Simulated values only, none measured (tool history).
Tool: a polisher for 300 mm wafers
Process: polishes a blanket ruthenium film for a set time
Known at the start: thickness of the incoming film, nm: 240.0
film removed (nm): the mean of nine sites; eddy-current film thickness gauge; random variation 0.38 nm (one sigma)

run	hour	flow of slurry (ml/min)	pressure of the wafer on the pad (kPa)	speed of the pad under the wafer (cm/s)	polishing time (s)	film removed (nm)
1	0	150	13.1	106	47	49.577
2	8.8	145	12.4	106	47	45.979
3	12.4	140	12.4	106	47	45.714
4	20.7	140	11	106	47	41.52
5	28.7	135	11	106	47	41.242
6	30	135	7.6	106	47	28.182

The next listed run, before its measurement:
7	35.1	135	8.3	106	47	?

{"run 7": {"film removed (nm)": 31.316}}
